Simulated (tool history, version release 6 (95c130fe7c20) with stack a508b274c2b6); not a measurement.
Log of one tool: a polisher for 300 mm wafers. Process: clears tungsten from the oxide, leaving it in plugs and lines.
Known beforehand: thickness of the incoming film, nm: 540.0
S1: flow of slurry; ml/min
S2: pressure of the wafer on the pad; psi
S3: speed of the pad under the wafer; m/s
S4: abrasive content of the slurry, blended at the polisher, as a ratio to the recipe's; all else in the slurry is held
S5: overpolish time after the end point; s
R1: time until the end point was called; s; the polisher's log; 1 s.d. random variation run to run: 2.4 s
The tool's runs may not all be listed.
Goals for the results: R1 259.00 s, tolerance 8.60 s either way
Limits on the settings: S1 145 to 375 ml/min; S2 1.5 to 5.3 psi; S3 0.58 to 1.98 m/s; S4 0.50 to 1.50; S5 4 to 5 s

| run | hour | S1 | S2 | S3 | S4 | S5 | R1 |
|---|---|---|---|---|---|---|---|
| 1 | 0.0 | 240 | 3.4 | 1.28 | 1.00 | 5 | 112.73 |
| 2 | 7.8 | 240 | 2.9 | 1.20 | 1.00 | 5 | 138.31 |
| 3 | 16.6 | 240 | 2.9 | 1.20 | 1.00 | 4 | 138.23 |
| 4 | 24.7 | 240 | 2.9 | 1.20 | 1.00 | 4 | 140.96 |
| 5 | 26.9 | 240 | 2.9 | 1.20 | 1.00 | 4 | 140.56 |
| 6 | 28.6 | 240 | 2.9 | 1.20 | 1.00 | 4 | 140.55 |
| 7 | 30.7 | 240 | 2.5 | 1.14 | 1.00 | 4 | 169.82 |
| 8 | 38.0 | 235 | 1.5 | 1.02 | 1.00 | 4 | 305.12 |
| 9 | 39.1 | 265 | 1.9 | 1.02 | 1.00 | 4 | 238.11 |
| 10 | 41.3 | 265 | 1.9 | 1.02 | 1.00 | 4 | 242.50 |
| 11 | 43.3 | 255 | 1.9 | 1.02 | 1.00 | 4 | 242.16 |

Of the 4 settings listed for the next run, only one would bring every result within its allowed miss of target. Which one?
| A | 45.3 | 255 | 1.6 | 1.14 | 0.95 | 5 | ? |
| B | 45.3 | 230 | 1.9 | 1.08 | 1.00 | 4 | ? |
| C | 45.3 | 270 | 1.7 | 1.18 | 1.00 | 4 | ? |
| D | 45.3 | 195 | 1.9 | 1.14 | 1.05 | 5 | ? |

| move | R1 |
|---|---|
| A | 257.05 |
| B | 231.45 |
| C | 231.86 |
| D | 221.73 |
A: every result within its allowed miss
B: misses by more than the last run did
C: misses by more than the last run did
D: misses by more than the last run did
Correct choice: A, which meets every target

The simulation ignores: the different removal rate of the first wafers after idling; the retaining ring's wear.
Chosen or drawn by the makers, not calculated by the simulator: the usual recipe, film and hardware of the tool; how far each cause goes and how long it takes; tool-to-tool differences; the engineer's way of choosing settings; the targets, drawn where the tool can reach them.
